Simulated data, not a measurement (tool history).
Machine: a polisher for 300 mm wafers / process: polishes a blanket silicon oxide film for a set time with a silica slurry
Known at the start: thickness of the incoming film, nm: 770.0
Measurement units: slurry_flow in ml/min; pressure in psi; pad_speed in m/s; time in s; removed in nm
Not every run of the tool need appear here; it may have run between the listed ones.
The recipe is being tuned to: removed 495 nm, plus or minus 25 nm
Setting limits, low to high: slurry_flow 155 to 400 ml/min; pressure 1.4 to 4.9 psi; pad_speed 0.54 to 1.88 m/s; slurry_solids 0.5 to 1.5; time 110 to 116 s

Run 1, hour 0: slurry_flow 255 ml/min, pressure 3.1 psi, pad_speed 1.2 m/s, slurry_solids 1, time 110 s. Result: removed 278.02 nm.
Run 2, hour 2.4: slurry_flow 280 ml/min, pressure 3.1 psi, pad_speed 1.2 m/s, slurry_solids 1, time 110 s. Result: removed 276.5 nm.
Run 3, hour 9.3: slurry_flow 280 ml/min, pressure 3.3 psi, pad_speed 1.2 m/s, slurry_solids 1, time 110 s. Result: removed 296.43 nm.
Run 4, hour 16.4: slurry_flow 280 ml/min, pressure 3.3 psi, pad_speed 1.2 m/s, slurry_solids 0.9, time 110 s. Result: removed 287.42 nm.
Run 5, hour 23.3: slurry_flow 280 ml/min, pressure 3.5 psi, pad_speed 1.2 m/s, slurry_solids 0.9, time 110 s. Result: removed 297.25 nm.
Run 6, hour 29.1: slurry_flow 280 ml/min, pressure 3.7 psi, pad_speed 1.22 m/s, slurry_solids 0.9, time 110 s. Result: removed 321.46 nm.
Run 7, hour 35.3: slurry_flow 280 ml/min, pressure 3.8 psi, pad_speed 1.24 m/s, slurry_solids 0.9, time 110 s. Result: removed 330.08 nm.
Run 8, hour 38.2: slurry_flow 280 ml/min, pressure 3.9 psi, pad_speed 1.26 m/s, slurry_solids 0.9, time 110 s. Result: removed 344.97 nm.
Run 9, hour 45.1: slurry_flow 280 ml/min, pressure 4 psi, pad_speed 1.28 m/s, slurry_solids 0.9, time 110 s. Result: removed 365.74 nm.
Run 10, hour 49.4: slurry_flow 280 ml/min, pressure 4.9 psi, pad_speed 1.32 m/s, slurry_solids 0.9, time 110 s. Result: removed 451.87 nm.
Run 11, hour 53.6: slurry_flow 280 ml/min, pressure 4.9 psi, pad_speed 1.34 m/s, slurry_solids 0.9, time 110 s. Result: removed 447.6 nm.

Pick the move, out of 5, that brings all results within their allowed miss; only one does.
Run A, hour 57.8: slurry_flow 345 ml/min, pressure 4.7 psi, pad_speed 1.44 m/s, slurry_solids 1.2, time 116 s. Result: removed ?.
Run B, hour 57.8: slurry_flow 285 ml/min, pressure 4.4 psi, pad_speed 1.56 m/s, slurry_solids 0.75, time 110 s. Result: removed ?.
Run C, hour 57.8: slurry_flow 245 ml/min, pressure 4.9 psi, pad_speed 1.68 m/s, slurry_solids 0.85, time 116 s. Result: removed ?.
Run D, hour 57.8: slurry_flow 395 ml/min, pressure 4.8 psi, pad_speed 1.6 m/s, slurry_solids 1, time 111 s. Result: removed ?.
Run E, hour 57.8: slurry_flow 270 ml/min, pressure 4.9 psi, pad_speed 1.42 m/s, slurry_solids 0.85, time 116 s. Result: removed ?.

move  removed
   A   552.64
   B    418.6
   C   541.23
   D   548.95
   E   481.12
A: takes the result that was furthest off past its target
B: the biggest miss grows against the last run
C: takes the result that was furthest off past its target
D: takes the result that was furthest off past its target
E: every result within its allowed miss
E is the move that brings every result within its allowed miss.
